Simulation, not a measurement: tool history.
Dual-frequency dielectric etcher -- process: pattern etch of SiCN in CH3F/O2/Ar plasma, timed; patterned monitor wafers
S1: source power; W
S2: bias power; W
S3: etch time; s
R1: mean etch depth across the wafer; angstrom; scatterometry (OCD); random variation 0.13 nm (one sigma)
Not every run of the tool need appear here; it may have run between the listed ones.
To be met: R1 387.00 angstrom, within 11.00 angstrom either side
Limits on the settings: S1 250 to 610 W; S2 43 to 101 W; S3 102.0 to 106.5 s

run  hour   S1  S2     S3      R1
  1   0.0  430  72  102.0  454.37
  2   7.2  470  72  102.0  468.87
  3  10.5  470  72  106.5  489.64
  4  17.7  470  72  106.5  490.36
  5  26.5  460  70  106.0  477.45
  6  29.8  460  70  106.5  479.55
  7  33.2  450  69  106.5  472.27
  8  37.3  440  68  106.5  470.98
  9  39.2  430  66  106.0  459.48
 10  39.9  420  65  106.0  451.16
 11  47.5  410  64  106.0  444.15
     55.1  -- wet clean of the chamber
 12  55.1  400  63  106.0  423.30
 13  63.3  390  63  106.0  421.78
 14  70.9  380  63  106.0  413.89
 15  76.3  360  62  106.0  409.41

Pick the move, out of 4, that brings all results within their allowed miss; only one does.
  A  81.7  330  78  103.5   ?
  B  81.7  490  57  106.5   ?
  C  81.7  450  57  106.5   ?
  D  81.7  320  59  106.0   ?

move      R1
   A  423.34
   B  440.76
   C  428.26
   D  386.20
A: the biggest miss grows against the last run
B: the biggest miss grows against the last run
C: the biggest miss grows against the last run
D: every result lands within tolerance
Answer: D
